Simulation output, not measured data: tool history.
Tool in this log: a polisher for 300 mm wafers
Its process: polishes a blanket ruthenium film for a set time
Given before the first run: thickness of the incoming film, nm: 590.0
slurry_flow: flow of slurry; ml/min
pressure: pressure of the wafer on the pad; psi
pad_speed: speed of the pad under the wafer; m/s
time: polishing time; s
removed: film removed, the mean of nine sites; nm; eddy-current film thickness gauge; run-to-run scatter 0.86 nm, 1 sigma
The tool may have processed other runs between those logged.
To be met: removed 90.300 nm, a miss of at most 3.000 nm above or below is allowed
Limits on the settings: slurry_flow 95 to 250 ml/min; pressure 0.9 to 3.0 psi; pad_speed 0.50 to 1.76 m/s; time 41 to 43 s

run,hour,slurry_flow,pressure,pad_speed,time,removed
1,0.0,160,1.9,1.12,41,59.373
2,0.8,135,1.9,1.12,41,58.456
3,9.3,135,2.1,1.12,41,62.767
4,14.5,135,1.8,1.12,41,56.658
5,16.0,135,2.1,1.14,41,63.796
6,16.7,135,2.5,1.14,41,71.550
7,18.5,140,2.6,1.16,41,76.049
8,23.2,140,2.7,1.18,41,79.398
9,26.7,140,2.8,1.20,41,81.537
10,30.7,140,2.8,1.20,41,81.092
11,32.3,140,2.9,1.22,41,84.917
12,38.6,140,2.9,1.24,41,87.102

Consider the 4 candidate settings below. Which is the only one whose results all fall within their allowed miss of target?
A,44.9,220,2.9,1.16,41,?
B,44.9,170,3.0,1.06,43,?
C,44.9,115,3.0,1.22,43,?
D,44.9,145,2.6,1.22,43,?

move,removed
A,85.750
B,82.206
C,90.078
D,83.658
A: misses by more than the last run did
B: misses by more than the last run did
C: meets every target
D: misses by more than the last run did
Answer: C
